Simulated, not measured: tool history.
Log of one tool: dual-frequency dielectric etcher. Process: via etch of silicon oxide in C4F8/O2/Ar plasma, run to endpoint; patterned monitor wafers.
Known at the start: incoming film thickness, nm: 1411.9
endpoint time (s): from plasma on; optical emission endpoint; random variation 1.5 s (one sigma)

run 1 hour=0 | source_power_(kW)=1.93 bias_power_(kW)=2.107 | endpoint_time_(s)=260.31
run 2 hour=0.7 | source_power_(kW)=2.1 bias_power_(kW)=2.107 | endpoint_time_(s)=253.88
run 3 hour=2.6 | source_power_(kW)=2.29 bias_power_(kW)=2.107 | endpoint_time_(s)=248.8
run 4 hour=11.5 | source_power_(kW)=2.47 bias_power_(kW)=2.107 | endpoint_time_(s)=243.07
run 5 hour=19.4 | source_power_(kW)=2.47 bias_power_(kW)=1.802 | endpoint_time_(s)=246.79
run 6 hour=21.6 | source_power_(kW)=2.28 bias_power_(kW)=1.718 | endpoint_time_(s)=256.38
run 7 hour=27.3 | source_power_(kW)=2.15 bias_power_(kW)=1.662 | endpoint_time_(s)=265.53
run 8 hour=35.9 | source_power_(kW)=2.08 bias_power_(kW)=1.638 | endpoint_time_(s)=267.01
run 9 hour=43.9 | source_power_(kW)=2.01 bias_power_(kW)=1.611 | endpoint_time_(s)=272.11

The next listed run, before its measurement:
run 10 hour=45.7 | source_power_(kW)=1.97 bias_power_(kW)=1.598 | endpoint_time_(s)=?

{"run 10": {"endpoint time (s)": 275.04}}

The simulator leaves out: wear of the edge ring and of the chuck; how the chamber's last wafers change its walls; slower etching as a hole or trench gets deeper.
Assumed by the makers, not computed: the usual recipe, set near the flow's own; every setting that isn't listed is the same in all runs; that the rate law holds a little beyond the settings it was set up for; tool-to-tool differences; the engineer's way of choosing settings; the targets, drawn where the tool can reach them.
